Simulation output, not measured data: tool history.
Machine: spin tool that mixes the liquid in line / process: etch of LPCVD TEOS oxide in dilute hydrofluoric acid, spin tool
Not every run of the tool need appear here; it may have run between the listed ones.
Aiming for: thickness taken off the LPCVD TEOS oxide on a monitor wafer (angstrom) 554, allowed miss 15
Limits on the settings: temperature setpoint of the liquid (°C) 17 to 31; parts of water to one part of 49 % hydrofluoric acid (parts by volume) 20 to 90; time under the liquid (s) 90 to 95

run  hour  temperature setpoint of the liquid (°C)  parts of water to one part of 49 % hydrofluoric acid (parts by volume)  time under the liquid (s)  thickness taken off the LPCVD TEOS oxide on a monitor wafer (angstrom)
  1     0                                       23                                                                      50                         90                                                                  362.13
  2   2.1                                     19.5                                                                      50                         90                                                                  313.99
  3   9.7                                     19.5                                                                      60                         90                                                                  255.83
  4  16.2                                     19.5                                                                      60                         95                                                                  272.63
  5  25.2                                       21                                                                      60                         95                                                                  282.08
  6  30.6                                       22                                                                      60                         95                                                                  295.63
  7    39                                       23                                                                      60                         95                                                                  313.16
  8  43.1                                       24                                                                      60                         95                                                                  327.26
  9  43.7                                       25                                                                      60                         95                                                                  338.96
 10  44.2                                     25.5                                                                      60                         95                                                                  344.54
 11  47.7                                       26                                                                      60                         95                                                                  351.77
 12  55.2                                     26.5                                                                      60                         95                                                                   364.4
 13    58                                       27                                                                      60                         95                                                                   368.6
 14  66.1                                     27.5                                                                      60                         95                                                                  379.14
 15  73.8                                       28                                                                      60                         95                                                                  381.91
 16  78.3                                       31                                                                      45                         95                                                                  591.62

Pick the move, out of 4, that brings all results within their allowed miss; only one does.
  A  82.8                                       29                                                                      40                         90                                                                       ?
  B  82.8                                     29.5                                                                      40                         95                                                                       ?
  C  82.8                                     27.5                                                                      35                         95                                                                       ?
  D  82.8                                       31                                                                      45                         90                                                                       ?

move  thickness taken off the LPCVD TEOS oxide on a monitor wafer (angstrom)
   A                                                                   582.4
   B                                                                  627.12
   C                                                                  666.37
   D                                                                  555.93
A: better than the last run, though not everything is in spec
B: moves away from the targets compared with the last run
C: moves away from the targets compared with the last run
D: in spec on every target
So the answer is move D, the one that meets all the targets.
